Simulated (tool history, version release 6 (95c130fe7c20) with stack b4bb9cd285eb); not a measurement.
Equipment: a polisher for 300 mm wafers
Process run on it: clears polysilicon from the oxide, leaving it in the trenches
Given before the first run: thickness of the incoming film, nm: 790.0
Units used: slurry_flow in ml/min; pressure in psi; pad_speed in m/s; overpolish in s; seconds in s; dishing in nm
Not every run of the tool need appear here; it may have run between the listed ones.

run,hour,slurry_flow,pressure,pad_speed,overpolish,seconds,dishing
1,0,240,3.4,0.76,16,64.096,31.332
2,1.6,240,3.4,0.76,22,63.596,31.214
3,10,240,3.2,0.72,22,70.315,31.435
4,11.5,240,4.1,0.72,22,53.842,31.262
5,16.2,240,3.8,0.68,22,63.954,32.152
6,21.8,240,4.3,0.68,22,54.945,31.809
7,30.3,240,4.3,0.68,22,56.234,32.078
8,32.4,230,3.9,0.66,21,62.472,30.921
9,40.7,240,3.6,0.62,21,71.506,31.47
10,47.6,240,3.3,0.58,21,82.485,31.786
11,55.6,230,3.1,0.56,21,93.171,31.466
12,60.4,225,2.9,0.54,21,99.128,30.761
13,65.4,230,2.7,0.52,21,113.43,30.963
14,66.6,230,2.6,0.52,21,118.64,30.961
15,69.9,230,2.5,0.52,21,118.14,30.736
16,72.4,235,2.4,0.5,21,133.48,30.589
17,74.1,240,2.3,0.5,21,133.09,29.765
18,80.1,170,1.9,0.4,27,216.51,29.904
19,82.6,180,2,0.4,27,207.76,30.102
20,84.4,185,2.1,0.4,27,189.49,30.402
21,89.6,185,2.1,0.4,27,197.18,30.446
22,91.8,185,2.6,0.42,30,149.47,31.267

For run 23, what comes out?
23,99.8,180,2.6,0.42,30,?,?

Run 23 came out at seconds 151.97 s, dishing 31.097 nm.
